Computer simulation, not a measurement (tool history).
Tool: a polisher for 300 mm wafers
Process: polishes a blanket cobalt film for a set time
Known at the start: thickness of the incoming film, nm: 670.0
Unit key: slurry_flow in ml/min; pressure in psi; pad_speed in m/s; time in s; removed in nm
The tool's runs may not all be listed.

run 1 hour=0 | slurry_flow=235 pressure=2.2 pad_speed=0.96 time=62 | removed=387.67
run 2 hour=8.5 | slurry_flow=235 pressure=2.6 pad_speed=0.96 time=62 | removed=458.05
run 3 hour=11.5 | slurry_flow=235 pressure=2.6 pad_speed=0.74 time=62 | removed=358.17
run 4 hour=16.1 | slurry_flow=235 pressure=2.6 pad_speed=0.74 time=62 | removed=359.16
run 5 hour=20.4 | slurry_flow=235 pressure=2.4 pad_speed=0.74 time=62 | removed=335.69
run 6 hour=24 | slurry_flow=235 pressure=2.4 pad_speed=0.74 time=65 | removed=349.12
run 7 hour=32.1 | slurry_flow=235 pressure=2.6 pad_speed=0.78 time=65 | removed=389.21

Estimate the outcome of run 8 from the log above:
run 8 hour=33.7 | slurry_flow=235 pressure=2.7 pad_speed=0.84 time=65 | removed=?

removed: 441.06 nm
